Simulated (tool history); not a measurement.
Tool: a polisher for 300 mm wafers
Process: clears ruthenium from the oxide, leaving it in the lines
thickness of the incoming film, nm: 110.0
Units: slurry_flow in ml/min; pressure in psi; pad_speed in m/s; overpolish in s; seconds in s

run 1 day=0 | slurry_flow=175 pressure=2.4 pad_speed=1.1 overpolish=31 | seconds=75.874
run 2 day=0.275 | slurry_flow=175 pressure=2.2 pad_speed=1.04 overpolish=31 | seconds=85.697
run 3 day=0.579 | slurry_flow=175 pressure=2.2 pad_speed=1.24 overpolish=31 | seconds=71.613
run 4 day=0.654 | slurry_flow=175 pressure=2.7 pad_speed=1.24 overpolish=31 | seconds=60.132
run 5 day=0.85 | slurry_flow=175 pressure=2.7 pad_speed=1.24 overpolish=31 | seconds=60.538
run 6 day=0.988 | slurry_flow=175 pressure=2.7 pad_speed=1.24 overpolish=31 | seconds=60.498
run 7 day=1.346 | slurry_flow=170 pressure=2.4 pad_speed=1.14 overpolish=31 | seconds=73.264
run 8 day=1.404 | slurry_flow=170 pressure=2.2 pad_speed=1.04 overpolish=31 | seconds=86.977
run 9 day=1.571 | slurry_flow=155 pressure=1.6 pad_speed=0.74 overpolish=31 | seconds=166.33
run 10 day=1.792 | slurry_flow=155 pressure=1.6 pad_speed=0.74 overpolish=31 | seconds=164.84
run 11 day=1.992 | slurry_flow=150 pressure=1.6 pad_speed=0.74 overpolish=31 | seconds=167.35

Forecast run 12:
run 12 day=2.221 | slurry_flow=145 pressure=1.6 pad_speed=0.74 overpolish=31 | seconds=?

{"run 12": {"seconds": 165.57}}

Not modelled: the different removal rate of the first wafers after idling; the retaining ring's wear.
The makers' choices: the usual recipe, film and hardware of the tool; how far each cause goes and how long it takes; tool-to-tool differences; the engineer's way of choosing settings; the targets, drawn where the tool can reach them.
